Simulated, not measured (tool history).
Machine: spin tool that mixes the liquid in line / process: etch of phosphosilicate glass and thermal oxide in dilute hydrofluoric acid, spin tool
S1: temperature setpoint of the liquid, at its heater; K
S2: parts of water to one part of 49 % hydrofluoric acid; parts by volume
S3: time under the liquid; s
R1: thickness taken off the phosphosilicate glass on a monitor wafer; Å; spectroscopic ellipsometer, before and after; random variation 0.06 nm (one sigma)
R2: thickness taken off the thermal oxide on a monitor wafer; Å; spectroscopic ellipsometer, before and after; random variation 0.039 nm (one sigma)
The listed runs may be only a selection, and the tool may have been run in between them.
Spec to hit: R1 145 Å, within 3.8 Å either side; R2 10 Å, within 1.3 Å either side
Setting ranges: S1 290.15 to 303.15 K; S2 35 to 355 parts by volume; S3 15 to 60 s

| run | hour | S1 | S2 | S3 | R1 | R2 |
|---|---|---|---|---|---|---|
| 1 | 0 | 295.15 | 195 | 30 | 96.247 | 6.4214 |
| 2 | 6.8 | 297.15 | 190 | 30 | 107.35 | 7.1683 |
| 3 | 8.6 | 297.15 | 120 | 30 | 184.8 | 12.316 |
| 4 | 10 | 300.15 | 120 | 30 | 209.31 | 14.567 |
| 5 | 16.4 | 300.15 | 120 | 20 | 137.87 | 10.064 |
| 6 | 25.2 | 300.15 | 120 | 15 | 104.14 | 6.7243 |
| 7 | 29.3 | 301.15 | 115 | 15 | 112.29 | 8.6 |
| 8 | 35.5 | 300.65 | 105 | 15 | 123.38 | 8.5998 |
| 9 | 43.7 | 301.15 | 100 | 15 | 132.18 | 9.5327 |
| 10 | 47.4 | 302.65 | 95 | 15 | 148.01 | 9.8432 |
| 11 | 52 | 301.65 | 90 | 15 | 152.65 | 10.218 |
| 12 | 60.5 | 301.15 | 90 | 15 | 148.77 | 10.042 |
| 13 | 61.1 | 301.15 | 95 | 15 | 139.97 | 9.8868 |
| 14 | 62.9 | 301.15 | 95 | 15 | 140.32 | 9.3013 |

Which single option among these 4 for the next run brings every result within its allowed miss of target? Just one does.
| A | 64.7 | 302.65 | 125 | 20 | ? | ? |
| B | 64.7 | 303.15 | 135 | 20 | ? | ? |
| C | 64.7 | 303.15 | 215 | 35 | ? | ? |
| D | 64.7 | 300.65 | 125 | 20 | ? | ? |

| move | R1 | R2 |
|---|---|---|
| A | 144.56 | 9.7965 |
| B | 134.51 | 9.1155 |
| C | 133.54 | 9.0499 |
| D | 134.18 | 9.0934 |
A: each result inside its tolerance
B: misses by more than the last run did
C: misses by more than the last run did
D: misses by more than the last run did
So the answer is move A, the one that meets all the targets.
